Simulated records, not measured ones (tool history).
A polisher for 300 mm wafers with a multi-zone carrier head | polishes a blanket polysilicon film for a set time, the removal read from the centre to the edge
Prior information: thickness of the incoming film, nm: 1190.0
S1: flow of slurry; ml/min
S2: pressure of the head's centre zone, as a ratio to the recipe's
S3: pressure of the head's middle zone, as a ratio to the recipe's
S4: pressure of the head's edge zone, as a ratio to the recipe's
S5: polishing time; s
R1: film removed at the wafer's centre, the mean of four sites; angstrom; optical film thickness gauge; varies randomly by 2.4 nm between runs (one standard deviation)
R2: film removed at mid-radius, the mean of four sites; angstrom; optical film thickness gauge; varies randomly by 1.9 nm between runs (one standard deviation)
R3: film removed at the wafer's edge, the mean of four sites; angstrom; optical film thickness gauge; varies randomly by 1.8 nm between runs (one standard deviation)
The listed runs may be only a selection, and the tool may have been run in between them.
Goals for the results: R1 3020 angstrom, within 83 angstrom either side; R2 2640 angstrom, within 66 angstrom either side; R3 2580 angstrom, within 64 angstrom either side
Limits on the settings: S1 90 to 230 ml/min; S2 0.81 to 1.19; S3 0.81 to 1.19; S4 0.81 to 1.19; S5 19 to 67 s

Run 1, hour 0: S1 150 ml/min, S2 1, S3 1, S4 1, S5 43 s. Result: R1 3055.1 angstrom, R2 3081.4 angstrom, R3 3036.1 angstrom.
Run 2, hour 2.9: S1 150 ml/min, S2 1, S3 1.08, S4 1, S5 43 s. Result: R1 3027.9 angstrom, R2 3319.6 angstrom, R3 2975 angstrom.
Run 3, hour 11.4: S1 135 ml/min, S2 1.03, S3 1.04, S4 0.95, S5 42 s. Result: R1 2980.3 angstrom, R2 3060.1 angstrom, R3 2804.8 angstrom.
Run 4, hour 17.3: S1 125 ml/min, S2 1.06, S3 1.01, S4 0.92, S5 42 s. Result: R1 3039 angstrom, R2 2919 angstrom, R3 2801.9 angstrom.
Run 5, hour 21.6: S1 120 ml/min, S2 1.08, S3 1, S4 0.89, S5 42 s. Result: R1 3030.9 angstrom, R2 2892.1 angstrom, R3 2713 angstrom.
Run 6, hour 25.8: S1 115 ml/min, S2 1.1, S3 0.98, S4 0.87, S5 42 s. Result: R1 3081.2 angstrom, R2 2813.7 angstrom, R3 2680.1 angstrom.
Run 7, hour 32.5: S1 110 ml/min, S2 1.11, S3 0.97, S4 0.86, S5 42 s. Result: R1 3116.5 angstrom, R2 2784.6 angstrom, R3 2641.4 angstrom.
Run 8, hour 35.4: S1 90 ml/min, S2 1.1, S3 0.93, S4 0.85, S5 42 s. Result: R1 2896.2 angstrom, R2 2553.8 angstrom, R3 2566.2 angstrom.

Exercise: of the 5 proposed moves below, exactly one satisfies all targets within the stated allowed misses. Which move is it?
Run A, hour 38.3: S1 90 ml/min, S2 1.09, S3 0.89, S4 0.82, S5 43 s. Result: R1 ?, R2 ?, R3 ?.
Run B, hour 38.3: S1 90 ml/min, S2 1, S3 0.93, S4 0.85, S5 44 s. Result: R1 ?, R2 ?, R3 ?.
Run C, hour 38.3: S1 120 ml/min, S2 1.13, S3 0.9, S4 0.89, S5 40 s. Result: R1 ?, R2 ?, R3 ?.
Run D, hour 38.3: S1 110 ml/min, S2 1.15, S3 0.9, S4 0.91, S5 40 s. Result: R1 ?, R2 ?, R3 ?.
Run E, hour 38.3: S1 125 ml/min, S2 1.05, S3 0.89, S4 0.81, S5 42 s. Result: R1 ?, R2 ?, R3 ?.

move      R1      R2      R3
   A  2953.4  2518.4  2582.9
   B    2801  2673.9  2683.9
   C  3022.3  2498.1  2588.6
   D    3015  2458.4  2586.3
   E  2997.1  2618.8  2619.7
A: gets the furthest-off result to its target, but another result is out of tolerance
B: the biggest miss grows against the last run
C: gets the furthest-off result to its target, but another result is out of tolerance
D: gets the furthest-off result to its target, but another result is out of tolerance
E: meets every target
Move E is the one to make.

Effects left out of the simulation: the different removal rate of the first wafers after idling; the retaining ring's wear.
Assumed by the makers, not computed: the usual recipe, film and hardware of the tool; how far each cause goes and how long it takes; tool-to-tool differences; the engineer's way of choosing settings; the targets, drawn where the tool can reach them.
